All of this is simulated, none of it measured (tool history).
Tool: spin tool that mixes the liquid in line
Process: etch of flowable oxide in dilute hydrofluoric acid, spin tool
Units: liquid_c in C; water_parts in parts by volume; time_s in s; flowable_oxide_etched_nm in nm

run  hour  liquid_c  water_parts  time_s  flowable_oxide_etched_nm
  1     0        25          135      85                    29.663
  2   5.9      22.5          140      85                    25.812
  3  10.2      22.5          115      85                    32.311
  4  10.8      22.5           95      85                     40.25
  5  15.6      24.5           95      85                    43.248
  6  17.6        22          110      85                    33.438
  7  18.5      20.5          120      85                     28.32
  8  23.8      19.5          125      85                    26.144
  9  28.1      18.5          130      85                    24.064

Forecast run 10:
 10  30.6        18          135      85                         ?

flowable_oxide_etched_nm: 22.44 nm
